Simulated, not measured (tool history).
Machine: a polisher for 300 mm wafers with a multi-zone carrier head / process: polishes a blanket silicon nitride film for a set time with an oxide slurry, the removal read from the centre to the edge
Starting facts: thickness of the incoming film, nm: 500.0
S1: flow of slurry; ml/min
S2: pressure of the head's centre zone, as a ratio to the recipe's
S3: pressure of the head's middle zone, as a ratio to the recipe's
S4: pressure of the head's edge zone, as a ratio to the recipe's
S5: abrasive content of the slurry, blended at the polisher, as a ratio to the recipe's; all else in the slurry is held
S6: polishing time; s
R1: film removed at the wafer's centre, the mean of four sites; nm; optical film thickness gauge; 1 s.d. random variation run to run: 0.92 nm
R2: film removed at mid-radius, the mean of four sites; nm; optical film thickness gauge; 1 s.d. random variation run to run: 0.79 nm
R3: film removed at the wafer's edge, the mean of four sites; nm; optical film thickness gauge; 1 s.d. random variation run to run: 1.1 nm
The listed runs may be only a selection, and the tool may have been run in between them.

run	hour	S1	S2	S3	S4	S5	S6	R1	R2	R3
1	0	295	1	1	1	1	88	52.67	53.55	52.654
2	7.6	295	1	1	1	1	108	66.146	68.26	65.287
3	13	295	1	1	1.08	1	108	66.752	66.141	68.022
4	21.9	295	1.07	1	1.08	1	108	69.956	67.195	68.883
5	25.7	290	1.02	0.99	1.1	1.05	108	68.895	69.692	70.642
6	26.4	295	0.99	0.95	1.12	1.05	109	68.142	66.683	73.484

Forecast run 7:
7	34.9	295	0.97	0.95	1.14	1.05	109	?	?	?

{"run 7": {"R1": 67.191, "R2": 67.646, "R3": 72.351}}
